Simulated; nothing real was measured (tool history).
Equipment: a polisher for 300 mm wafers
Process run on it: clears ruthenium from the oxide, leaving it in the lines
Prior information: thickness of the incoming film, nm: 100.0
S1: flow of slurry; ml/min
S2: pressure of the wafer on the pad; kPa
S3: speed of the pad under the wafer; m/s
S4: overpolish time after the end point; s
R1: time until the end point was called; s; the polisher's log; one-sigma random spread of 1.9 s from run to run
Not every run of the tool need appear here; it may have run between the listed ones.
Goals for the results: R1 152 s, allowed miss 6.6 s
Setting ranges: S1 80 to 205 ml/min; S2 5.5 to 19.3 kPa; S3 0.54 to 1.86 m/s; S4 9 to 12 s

run 1 day=0 | S1=135 S2=12.4 S3=1.18 S4=12 | R1=79.939
run 2 day=0.358 | S1=135 S2=15.2 S3=1.18 S4=12 | R1=64.713
run 3 day=0.562 | S1=130 S2=12.4 S3=1.14 S4=12 | R1=81.769
run 4 day=0.871 | S1=130 S2=10.3 S3=1.08 S4=12 | R1=103.66
-- day=1.05 head pressure recalibrated
run 5 day=1.05 | S1=130 S2=9 S3=1.08 S4=12 | R1=106.39
run 6 day=1.1 | S1=130 S2=9 S3=1.08 S4=12 | R1=105.46
run 7 day=1.425 | S1=120 S2=5.5 S3=0.98 S4=12 | R1=186.73
run 8 day=1.596 | S1=130 S2=5.5 S3=0.98 S4=12 | R1=181.67
run 9 day=1.696 | S1=135 S2=6.2 S3=0.98 S4=12 | R1=166.02

Which single option among these 4 for the next run brings every result within its allowed miss of target? Just one does.
run A day=1.796 | S1=135 S2=5.5 S3=1.02 S4=12 | R1=?
run B day=1.796 | S1=120 S2=6.2 S3=0.96 S4=12 | R1=?
run C day=1.796 | S1=125 S2=6.9 S3=1.12 S4=12 | R1=?
run D day=1.796 | S1=120 S2=6.9 S3=0.98 S4=12 | R1=?

move=A R1=175.9
move=B R1=171.4
move=C R1=132.44
move=D R1=152.11
A: misses by more than the last run did
B: misses by more than the last run did
C: carries the result that was furthest off beyond its target, to the other side
D: meets every target
D meets every target.
